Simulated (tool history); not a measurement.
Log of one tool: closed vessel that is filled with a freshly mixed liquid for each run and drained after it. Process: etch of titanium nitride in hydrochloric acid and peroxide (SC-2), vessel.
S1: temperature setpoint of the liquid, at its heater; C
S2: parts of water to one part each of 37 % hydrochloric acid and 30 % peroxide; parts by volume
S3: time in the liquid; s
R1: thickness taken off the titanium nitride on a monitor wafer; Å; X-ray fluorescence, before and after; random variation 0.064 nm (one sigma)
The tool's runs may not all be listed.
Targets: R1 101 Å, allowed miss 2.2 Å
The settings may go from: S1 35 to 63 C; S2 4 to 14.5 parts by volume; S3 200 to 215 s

run,day,S1,S2,S3,R1
1,0,47,8,200,64.426
2,0.212,48,8,200,68.144
3,0.3,41,8,200,42.42
4,0.388,41,9,200,38.549
5,0.471,45,9,200,50.655
6,0.65,45,9,215,54.721
7,0.75,46.5,9,215,60.864
# day 1.038: thermometer replaced
8,1.038,54.5,9,215,111.91

5 next moves are on the table. One of them brings every result within its allowed miss. Which?
A,1.325,58,9.5,215,?
B,1.325,55,7.5,200,?
C,1.325,54,9,200,?
D,1.325,58.5,10,200,?
E,1.325,55,8.5,210,?

move,R1
A,134.87
B,125.31
C,101.43
D,124.1
E,119.05
A: further off than the last run
B: further off than the last run
C: meets every target
D: further off than the last run
E: further off than the last run
Answer: C
